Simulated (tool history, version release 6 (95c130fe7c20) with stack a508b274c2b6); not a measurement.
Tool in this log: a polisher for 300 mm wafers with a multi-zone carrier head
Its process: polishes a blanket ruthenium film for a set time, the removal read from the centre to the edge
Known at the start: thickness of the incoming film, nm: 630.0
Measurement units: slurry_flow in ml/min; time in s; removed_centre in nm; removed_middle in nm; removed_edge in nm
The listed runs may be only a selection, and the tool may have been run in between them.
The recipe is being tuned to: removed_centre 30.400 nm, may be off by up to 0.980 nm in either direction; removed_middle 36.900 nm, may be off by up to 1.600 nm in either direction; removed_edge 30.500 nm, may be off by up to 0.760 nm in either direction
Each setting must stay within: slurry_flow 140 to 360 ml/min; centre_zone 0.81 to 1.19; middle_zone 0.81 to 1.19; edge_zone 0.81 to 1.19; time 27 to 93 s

| run | hour | slurry_flow | centre_zone | middle_zone | edge_zone | time | removed_centre | removed_middle | removed_edge |
|---|---|---|---|---|---|---|---|---|---|
| 1 | 0.0 | 230 | 1.00 | 1.00 | 1.00 | 59 | 39.257 | 39.185 | 38.032 |
| 2 | 6.4 | 230 | 1.00 | 1.00 | 1.00 | 66 | 43.413 | 44.310 | 42.522 |
| 3 | 15.0 | 225 | 0.98 | 1.01 | 0.98 | 64 | 41.299 | 42.865 | 40.953 |
| 4 | 19.1 | 225 | 0.97 | 1.03 | 0.96 | 62 | 39.711 | 42.861 | 39.533 |
| 5 | 21.2 | 225 | 0.97 | 1.03 | 0.96 | 76 | 48.702 | 51.346 | 47.798 |
|  | 24.7 | worn pad replaced by a new one |
| 6 | 24.7 | 225 | 0.96 | 1.04 | 0.94 | 72 | 51.804 | 55.893 | 50.595 |
| 7 | 27.1 | 230 | 0.97 | 1.06 | 0.97 | 69 | 49.879 | 54.335 | 49.112 |
| 8 | 31.0 | 225 | 0.96 | 1.05 | 0.94 | 67 | 48.133 | 50.936 | 46.948 |
| 9 | 34.7 | 235 | 0.98 | 1.04 | 0.98 | 65 | 47.785 | 50.211 | 46.193 |
| 10 | 39.0 | 235 | 0.98 | 1.04 | 0.98 | 65 | 48.205 | 51.138 | 46.419 |
| 11 | 40.6 | 235 | 0.98 | 1.04 | 0.98 | 65 | 48.447 | 50.962 | 46.561 |
| 12 | 46.6 | 210 | 0.88 | 1.08 | 0.88 | 48 | 31.172 | 38.228 | 32.779 |
| 13 | 47.6 | 205 | 0.88 | 1.08 | 0.87 | 48 | 31.042 | 38.173 | 32.487 |

Which one of the following 4 next-run settings gets every result inside its allowed miss? There is exactly one.
| A | 48.6 | 195 | 0.86 | 1.07 | 0.94 | 52 | ? | ? | ? |
| B | 48.6 | 195 | 0.91 | 1.11 | 0.85 | 46 | ? | ? | ? |
| C | 48.6 | 185 | 0.88 | 1.00 | 0.97 | 49 | ? | ? | ? |
| D | 48.6 | 235 | 0.81 | 1.01 | 0.93 | 50 | ? | ? | ? |

| move | removed_centre | removed_middle | removed_edge |
|---|---|---|---|
| A | 32.434 | 40.171 | 36.020 |
| B | 30.382 | 36.536 | 30.416 |
| C | 31.046 | 35.748 | 34.318 |
| D | 30.035 | 37.772 | 35.023 |
A: its largest miss is bigger than the last run's
B: every result lands within tolerance
C: its largest miss is bigger than the last run's
D: its largest miss is bigger than the last run's
The right move is B.

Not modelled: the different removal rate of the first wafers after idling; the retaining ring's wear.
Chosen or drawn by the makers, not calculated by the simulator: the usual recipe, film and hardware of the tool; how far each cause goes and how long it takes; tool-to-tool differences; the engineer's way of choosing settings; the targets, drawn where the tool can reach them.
